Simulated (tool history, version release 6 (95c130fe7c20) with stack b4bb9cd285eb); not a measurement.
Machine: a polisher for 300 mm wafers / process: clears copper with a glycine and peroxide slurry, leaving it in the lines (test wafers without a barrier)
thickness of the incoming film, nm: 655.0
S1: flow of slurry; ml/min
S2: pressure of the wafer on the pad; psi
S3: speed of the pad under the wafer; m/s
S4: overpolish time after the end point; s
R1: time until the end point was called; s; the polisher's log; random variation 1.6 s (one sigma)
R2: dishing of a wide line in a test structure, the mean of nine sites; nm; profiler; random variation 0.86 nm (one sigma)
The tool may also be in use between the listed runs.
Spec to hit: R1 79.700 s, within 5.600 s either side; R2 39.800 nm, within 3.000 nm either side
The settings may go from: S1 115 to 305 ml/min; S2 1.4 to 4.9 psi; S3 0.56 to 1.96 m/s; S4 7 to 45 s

{"run": 1, "hour": 0.0, "S1": 195, "S2": 3.1, "S3": 1.26, "S4": 23, "R1": 73.754, "R2": 89.732}
{"run": 2, "hour": 8.7, "S1": 195, "S2": 3.1, "S3": 1.26, "S4": 28, "R1": 72.588, "R2": 91.496}
{"run": 3, "hour": 17.1, "S1": 175, "S2": 2.7, "S3": 1.38, "S4": 22, "R1": 77.93, "R2": 83.907}
{"run": 4, "hour": 23.8, "S1": 210, "S2": 2.4, "S3": 1.44, "S4": 18, "R1": 77.534, "R2": 74.667}
{"run": 5, "hour": 32.6, "S1": 235, "S2": 2.1, "S3": 1.46, "S4": 15, "R1": 81.468, "R2": 63.119}
{"run": 6, "hour": 34.3, "S1": 235, "S2": 1.5, "S3": 1.46, "S4": 15, "R1": 103.99, "R2": 54.755}
{"run": 7, "hour": 37.0, "S1": 255, "S2": 1.5, "S3": 1.5, "S4": 13, "R1": 97.176, "R2": 52.254}
{"run": 8, "hour": 43.7, "S1": 270, "S2": 1.5, "S3": 1.54, "S4": 11, "R1": 97.272, "R2": 46.788}

Of the 5 settings listed for the next run, only one would bring every result within its allowed miss of target. Which one?
{"run": "A", "hour": 50.4, "S1": 290, "S2": 1.7, "S3": 1.46, "S4": 12, "R1": "?", "R2": "?"}
{"run": "B", "hour": 50.4, "S1": 285, "S2": 1.6, "S3": 1.02, "S4": 13, "R1": "?", "R2": "?"}
{"run": "C", "hour": 50.4, "S1": 260, "S2": 2.1, "S3": 1.72, "S4": 9, "R1": "?", "R2": "?"}
{"run": "D", "hour": 50.4, "S1": 300, "S2": 1.7, "S3": 1.74, "S4": 7, "R1": "?", "R2": "?"}
{"run": "E", "hour": 50.4, "S1": 300, "S2": 2.2, "S3": 1.8, "S4": 7, "R1": "?", "R2": "?"}

move=A R1=92.929 R2=49.900
move=B R1=128.180 R2=42.566
move=C R1=71.614 R2=49.420
move=D R1=79.946 R2=37.586
move=E R1=65.793 R2=44.024
A: further off than the last run
B: further off than the last run
C: the result that was furthest off in the last run now lies on the other side of its target
D: hits every target within its allowed miss
E: the result that was furthest off in the last run now lies on the other side of its target
Answer: D
